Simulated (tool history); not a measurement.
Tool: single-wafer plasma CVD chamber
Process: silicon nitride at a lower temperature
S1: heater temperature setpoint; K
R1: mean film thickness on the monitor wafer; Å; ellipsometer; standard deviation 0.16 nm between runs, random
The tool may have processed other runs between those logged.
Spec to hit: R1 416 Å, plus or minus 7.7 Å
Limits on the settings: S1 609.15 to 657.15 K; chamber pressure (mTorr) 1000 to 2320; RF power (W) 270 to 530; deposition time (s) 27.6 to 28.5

{"run": 1, "hour": 0.0, "S1": 633.15, "chamber pressure (mTorr)": 1660, "RF power (W)": 400, "deposition time (s)": 27.6, "R1": 358.78}
{"run": 2, "hour": 6.5, "S1": 626.15, "chamber pressure (mTorr)": 1660, "RF power (W)": 400, "deposition time (s)": 27.6, "R1": 361.89}
{"run": 3, "hour": 9.9, "S1": 626.15, "chamber pressure (mTorr)": 1660, "RF power (W)": 400, "deposition time (s)": 28.5, "R1": 369.9}
{"run": 4, "hour": 17.1, "S1": 626.15, "chamber pressure (mTorr)": 1740, "RF power (W)": 405, "deposition time (s)": 28.5, "R1": 376.53}
{"run": 5, "hour": 18.4, "S1": 626.15, "chamber pressure (mTorr)": 1740, "RF power (W)": 405, "deposition time (s)": 28.5, "R1": 377.63}
{"run": 6, "hour": 26.6, "S1": 633.15, "chamber pressure (mTorr)": 1740, "RF power (W)": 405, "deposition time (s)": 28.5, "R1": 378.89}
{"run": 7, "hour": 29.9, "S1": 633.15, "chamber pressure (mTorr)": 1800, "RF power (W)": 410, "deposition time (s)": 28.5, "R1": 385.85}
{"run": 8, "hour": 34.4, "S1": 633.15, "chamber pressure (mTorr)": 1860, "RF power (W)": 415, "deposition time (s)": 28.5, "R1": 388.68}
{"run": 9, "hour": 40.2, "S1": 633.15, "chamber pressure (mTorr)": 1900, "RF power (W)": 420, "deposition time (s)": 28.5, "R1": 396.41}
{"run": 10, "hour": 48.0, "S1": 633.15, "chamber pressure (mTorr)": 1940, "RF power (W)": 420, "deposition time (s)": 28.5, "R1": 399.01}

Which one of the following 5 next-run settings gets every result inside its allowed miss? There is exactly one.
{"run": "A", "hour": 55.8, "S1": 635.15, "chamber pressure (mTorr)": 1990, "RF power (W)": 400, "deposition time (s)": 27.6, "R1": "?"}
{"run": "B", "hour": 55.8, "S1": 628.15, "chamber pressure (mTorr)": 2010, "RF power (W)": 400, "deposition time (s)": 28.4, "R1": "?"}
{"run": "C", "hour": 55.8, "S1": 632.15, "chamber pressure (mTorr)": 1930, "RF power (W)": 415, "deposition time (s)": 28.5, "R1": "?"}
{"run": "D", "hour": 55.8, "S1": 636.15, "chamber pressure (mTorr)": 2310, "RF power (W)": 445, "deposition time (s)": 27.6, "R1": "?"}
{"run": "E", "hour": 55.8, "S1": 634.15, "chamber pressure (mTorr)": 1800, "RF power (W)": 420, "deposition time (s)": 27.6, "R1": "?"}

move=A R1=381.03
move=B R1=394.2
move=C R1=398.59
move=D R1=422.41
move=E R1=380.05
A: misses by more than the last run did
B: misses by more than the last run did
C: neither nearer nor further off than the last run
D: all results land within tolerance of their targets
E: misses by more than the last run did
D is the move that brings every result within its allowed miss.
